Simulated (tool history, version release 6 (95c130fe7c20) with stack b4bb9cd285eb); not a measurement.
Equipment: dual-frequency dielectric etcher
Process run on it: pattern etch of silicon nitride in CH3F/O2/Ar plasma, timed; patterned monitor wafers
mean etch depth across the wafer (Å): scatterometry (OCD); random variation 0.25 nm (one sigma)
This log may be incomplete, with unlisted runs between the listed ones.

run	hour	source power (kW)	bias power (kW)	etch time (s)	mean etch depth across the wafer (Å)
1	0	0.43	0.079	77.5	598.44
2	8.7	0.46	0.079	77.5	614.58
3	13.4	0.46	0.073	77.5	603.27
4	14.2	0.48	0.073	77.5	616.36
5	23.2	0.49	0.073	77.5	618.3
6	28	0.44	0.073	77.5	596.12

Predict the results of run 7:
7	28.8	0.46	0.074	77.5	?

Run 7 came out at mean etch depth across the wafer (Å) 603.22.

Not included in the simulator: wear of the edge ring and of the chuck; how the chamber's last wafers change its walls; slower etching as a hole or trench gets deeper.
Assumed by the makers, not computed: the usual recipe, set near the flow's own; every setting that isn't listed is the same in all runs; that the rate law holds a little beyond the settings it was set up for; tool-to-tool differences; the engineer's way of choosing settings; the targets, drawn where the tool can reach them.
